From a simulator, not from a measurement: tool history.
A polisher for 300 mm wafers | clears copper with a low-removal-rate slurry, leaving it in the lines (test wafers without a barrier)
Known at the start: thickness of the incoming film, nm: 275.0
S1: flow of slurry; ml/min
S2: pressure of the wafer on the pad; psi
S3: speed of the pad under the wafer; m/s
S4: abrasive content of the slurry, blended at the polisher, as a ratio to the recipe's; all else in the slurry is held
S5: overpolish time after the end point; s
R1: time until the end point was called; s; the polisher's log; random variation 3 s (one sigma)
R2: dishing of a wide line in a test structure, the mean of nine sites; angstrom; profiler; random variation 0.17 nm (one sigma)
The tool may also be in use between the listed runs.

run 1 hour=0 | S1=135 S2=2 S3=1.06 S4=1 S5=18 | R1=147.21 R2=204.63
run 2 hour=6.3 | S1=135 S2=1.8 S3=1.06 S4=1 S5=18 | R1=163.5 R2=186.35
run 3 hour=12.9 | S1=115 S2=1.8 S3=1.06 S4=1 S5=18 | R1=166.45 R2=176.19
run 4 hour=16.7 | S1=90 S2=1.8 S3=1.06 S4=1 S5=18 | R1=181.34 R2=175.08
run 5 hour=19.3 | S1=105 S2=1.8 S3=1.08 S4=1 S5=14 | R1=169.92 R2=141.84
run 6 hour=24 | S1=110 S2=1.8 S3=1.1 S4=1 S5=12 | R1=160.82 R2=135.1

Forecast run 7:
run 7 hour=28.4 | S1=115 S2=1.8 S3=1.1 S4=1 S5=11 | R1=? R2=?

R1: 154.8 s
R2: 121.15 angstrom

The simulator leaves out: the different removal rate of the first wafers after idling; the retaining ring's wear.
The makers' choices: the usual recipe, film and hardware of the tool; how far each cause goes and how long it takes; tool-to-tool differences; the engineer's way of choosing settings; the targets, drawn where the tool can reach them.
